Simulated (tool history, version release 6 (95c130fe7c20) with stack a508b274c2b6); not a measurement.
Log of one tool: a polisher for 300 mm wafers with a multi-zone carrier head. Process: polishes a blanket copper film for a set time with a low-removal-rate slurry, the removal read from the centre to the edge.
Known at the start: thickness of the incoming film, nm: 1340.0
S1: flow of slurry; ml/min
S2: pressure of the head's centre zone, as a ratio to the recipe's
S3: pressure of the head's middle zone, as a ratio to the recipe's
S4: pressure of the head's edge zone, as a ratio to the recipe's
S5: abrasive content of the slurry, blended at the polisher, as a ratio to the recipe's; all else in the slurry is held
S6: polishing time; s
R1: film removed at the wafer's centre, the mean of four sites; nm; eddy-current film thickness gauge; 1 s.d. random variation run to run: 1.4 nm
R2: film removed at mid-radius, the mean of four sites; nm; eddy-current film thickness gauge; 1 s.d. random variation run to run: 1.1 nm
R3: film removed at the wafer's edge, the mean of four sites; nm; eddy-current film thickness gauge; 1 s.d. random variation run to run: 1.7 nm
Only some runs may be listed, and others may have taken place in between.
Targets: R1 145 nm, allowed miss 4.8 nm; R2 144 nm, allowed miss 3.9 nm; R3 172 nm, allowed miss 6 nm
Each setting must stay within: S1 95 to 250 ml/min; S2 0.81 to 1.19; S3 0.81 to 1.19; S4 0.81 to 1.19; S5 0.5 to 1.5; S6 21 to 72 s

run 1 hour=0 | S1=160 S2=1 S3=1 S4=1 S5=1 S6=46 | R1=130.92 R2=120.4 R3=124.58
run 2 hour=7.3 | S1=170 S2=0.96 S3=0.98 S4=1.06 S5=1.15 S6=47 | R1=135.66 R2=121.72 R3=134.14
run 3 hour=12.6 | S1=165 S2=0.91 S3=0.99 S4=1.1 S5=1.25 S6=49 | R1=135.63 R2=132.54 R3=143.78
run 4 hour=19.9 | S1=175 S2=0.88 S3=0.97 S4=1.13 S5=1.35 S6=50 | R1=138.84 R2=136.47 R3=154.01
run 5 hour=28.7 | S1=175 S2=0.88 S3=0.97 S4=1.13 S5=1.5 S6=50 | R1=141.32 R2=138.85 R3=158.17
-- hour=34.1 centre zone pressure recalibrated
run 6 hour=34.1 | S1=175 S2=0.88 S3=0.97 S4=1.13 S5=1.5 S6=50 | R1=129.21 R2=140.23 R3=158.33
run 7 hour=39.9 | S1=185 S2=0.89 S3=0.96 S4=1.15 S5=1.5 S6=50 | R1=132.19 R2=138.17 R3=161.01
run 8 hour=45.8 | S1=185 S2=0.91 S3=0.96 S4=1.15 S5=1.5 S6=51 | R1=136.23 R2=141.87 R3=160.24

Consider the 5 candidate settings below. Which is the only one whose results all fall within their allowed miss of target?
run A hour=51.7 | S1=210 S2=0.94 S3=0.92 S4=1.13 S5=1.5 S6=49 | R1=? R2=? R3=?
run B hour=51.7 | S1=190 S2=0.89 S3=0.96 S4=1.19 S5=1.5 S6=51 | R1=? R2=? R3=?
run C hour=51.7 | S1=165 S2=0.86 S3=0.86 S4=1.04 S5=1.3 S6=59 | R1=? R2=? R3=?
run D hour=51.7 | S1=215 S2=0.84 S3=0.87 S4=1.19 S5=1.5 S6=52 | R1=? R2=? R3=?
run E hour=51.7 | S1=200 S2=0.81 S3=0.91 S4=1.19 S5=1.5 S6=53 | R1=? R2=? R3=?

move=A R1=136.98 R2=133.62 R3=156.64
move=B R1=133.47 R2=142.49 R3=165.97
move=C R1=141.9 R2=143.42 R3=171.87
move=D R1=130.59 R2=135.8 R3=171.2
move=E R1=127.34 R2=142.52 R3=173.35
A: moves away from the targets compared with the last run
B: moves away from the targets compared with the last run
C: all results land within tolerance of their targets
D: the furthest-off result lands on target, but another misses its tolerance
E: the furthest-off result lands on target, but another misses its tolerance
Answer: C
